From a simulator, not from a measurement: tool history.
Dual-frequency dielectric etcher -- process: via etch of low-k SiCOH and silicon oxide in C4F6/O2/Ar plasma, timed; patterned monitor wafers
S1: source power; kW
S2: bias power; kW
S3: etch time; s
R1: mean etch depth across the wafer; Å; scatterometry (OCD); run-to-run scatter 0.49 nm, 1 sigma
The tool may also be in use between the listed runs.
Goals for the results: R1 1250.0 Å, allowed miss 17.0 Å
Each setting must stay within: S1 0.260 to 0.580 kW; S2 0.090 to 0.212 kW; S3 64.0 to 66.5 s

run 1 hour=0.0 | S1=0.420 S2=0.151 S3=64.0 | R1=1433.9
run 2 hour=1.5 | S1=0.420 S2=0.168 S3=64.0 | R1=1478.5
run 3 hour=4.6 | S1=0.400 S2=0.166 S3=64.0 | R1=1436.4
run 4 hour=11.6 | S1=0.380 S2=0.165 S3=64.0 | R1=1411.4
run 5 hour=20.1 | S1=0.360 S2=0.164 S3=64.0 | R1=1374.7
run 6 hour=20.6 | S1=0.360 S2=0.154 S3=64.0 | R1=1345.5
run 7 hour=22.7 | S1=0.350 S2=0.154 S3=64.0 | R1=1332.3
run 8 hour=23.8 | S1=0.350 S2=0.154 S3=64.0 | R1=1336.6
run 9 hour=31.9 | S1=0.340 S2=0.154 S3=64.0 | R1=1305.5
run 10 hour=38.8 | S1=0.320 S2=0.153 S3=64.0 | R1=1277.7

5 candidate next runs follow, results not yet known. Just one meets every target within its allowed miss. Identify it.
run A hour=45.7 | S1=0.270 S2=0.150 S3=66.0 | R1=?
run B hour=45.7 | S1=0.400 S2=0.113 S3=64.0 | R1=?
run C hour=45.7 | S1=0.350 S2=0.129 S3=66.5 | R1=?
run D hour=45.7 | S1=0.340 S2=0.141 S3=65.0 | R1=?
run E hour=45.7 | S1=0.300 S2=0.146 S3=66.0 | R1=?

move=A R1=1216.3
move=B R1=1293.8
move=C R1=1317.1
move=D R1=1306.7
move=E R1=1266.5
A: the result that was furthest off in the last run now lies on the other side of its target
B: misses by more than the last run did
C: misses by more than the last run did
D: misses by more than the last run did
E: every result lands within tolerance
The move that meets every target is E.

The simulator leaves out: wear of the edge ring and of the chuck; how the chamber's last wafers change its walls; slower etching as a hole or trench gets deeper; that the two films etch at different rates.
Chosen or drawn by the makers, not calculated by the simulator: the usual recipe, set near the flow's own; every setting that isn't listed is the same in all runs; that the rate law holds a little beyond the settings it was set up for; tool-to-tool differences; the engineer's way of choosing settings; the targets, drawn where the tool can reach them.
